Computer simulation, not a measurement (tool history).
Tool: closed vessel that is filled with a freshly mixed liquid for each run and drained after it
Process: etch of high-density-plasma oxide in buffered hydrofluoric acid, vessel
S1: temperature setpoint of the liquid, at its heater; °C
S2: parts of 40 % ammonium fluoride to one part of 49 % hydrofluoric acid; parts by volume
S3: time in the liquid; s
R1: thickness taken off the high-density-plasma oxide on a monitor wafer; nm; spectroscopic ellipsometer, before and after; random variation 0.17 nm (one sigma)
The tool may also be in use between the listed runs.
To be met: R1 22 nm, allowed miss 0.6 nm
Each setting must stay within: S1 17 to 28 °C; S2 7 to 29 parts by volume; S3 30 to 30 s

{"run": 1, "hour": 0.0, "S1": 20, "S2": 18, "S3": 30, "R1": 17.265}
{"run": 2, "hour": 2.2, "S1": 21.5, "S2": 18, "S3": 30, "R1": 18.5}
{"run": 3, "hour": 11.0, "S1": 22.5, "S2": 18, "S3": 30, "R1": 19.72}
{"run": 4, "hour": 11.6, "S1": 22.5, "S2": 20, "S3": 30, "R1": 17.501}
{"run": 5, "hour": 20.3, "S1": 19, "S2": 20, "S3": 30, "R1": 14.632}
{"run": 6, "hour": 28.8, "S1": 21.5, "S2": 20, "S3": 30, "R1": 16.754}
{"run": 7, "hour": 30.9, "S1": 23, "S2": 20, "S3": 30, "R1": 18.222}
{"run": 8, "hour": 35.8, "S1": 24, "S2": 20, "S3": 30, "R1": 19.254}

5 next moves are on the table. One of them brings every result within its allowed miss. Which?
{"run": "A", "hour": 40.7, "S1": 23, "S2": 23, "S3": 30, "R1": "?"}
{"run": "B", "hour": 40.7, "S1": 23.5, "S2": 18, "S3": 30, "R1": "?"}
{"run": "C", "hour": 40.7, "S1": 22.5, "S2": 20.5, "S3": 30, "R1": "?"}
{"run": "D", "hour": 40.7, "S1": 24, "S2": 19, "S3": 30, "R1": "?"}
{"run": "E", "hour": 40.7, "S1": 26.5, "S2": 20, "S3": 30, "R1": "?"}

move=A R1=16.695
move=B R1=20.963
move=C R1=17.58
move=D R1=20.427
move=E R1=22.243
A: further off than the last run
B: an improvement on the last run, though not all results are within tolerance
C: further off than the last run
D: an improvement on the last run, though not all results are within tolerance
E: all results in spec
So the answer is move E, the one that meets all the targets.
